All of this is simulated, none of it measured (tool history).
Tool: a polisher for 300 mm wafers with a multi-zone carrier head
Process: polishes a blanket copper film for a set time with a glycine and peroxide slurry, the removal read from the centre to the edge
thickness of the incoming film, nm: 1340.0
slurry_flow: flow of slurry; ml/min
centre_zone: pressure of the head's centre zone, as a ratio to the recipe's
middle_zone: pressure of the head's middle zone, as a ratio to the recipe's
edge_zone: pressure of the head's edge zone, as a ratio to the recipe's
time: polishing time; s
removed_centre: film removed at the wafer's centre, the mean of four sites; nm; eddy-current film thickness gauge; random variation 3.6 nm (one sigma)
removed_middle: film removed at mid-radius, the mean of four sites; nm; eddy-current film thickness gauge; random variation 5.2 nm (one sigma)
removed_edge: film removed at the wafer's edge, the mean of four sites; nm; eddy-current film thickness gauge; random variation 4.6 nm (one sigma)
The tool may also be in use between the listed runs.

run,day,slurry_flow,centre_zone,middle_zone,edge_zone,time,removed_centre,removed_middle,removed_edge
1,0.000,280,1.00,1.00,1.00,43,285.26,294.04,281.97
2,0.312,220,1.00,1.00,1.00,43,273.11,281.06,277.98
3,0.679,215,0.99,1.01,1.03,45,288.38,290.58,295.86
4,0.758,215,0.99,1.01,1.03,36,223.76,243.18,240.32
5,0.829,215,0.99,1.01,1.10,36,231.29,235.90,238.93
6,1.088,215,0.99,1.01,1.03,36,227.54,237.29,240.81
7,1.167,205,0.97,1.01,1.03,40,250.24,265.23,264.90

Run 8 comes next. What will it give?
8,1.246,200,0.94,1.00,1.03,43,?,?,?

removed_centre: 251.70 nm
removed_middle: 286.29 nm
removed_edge: 280.56 nm
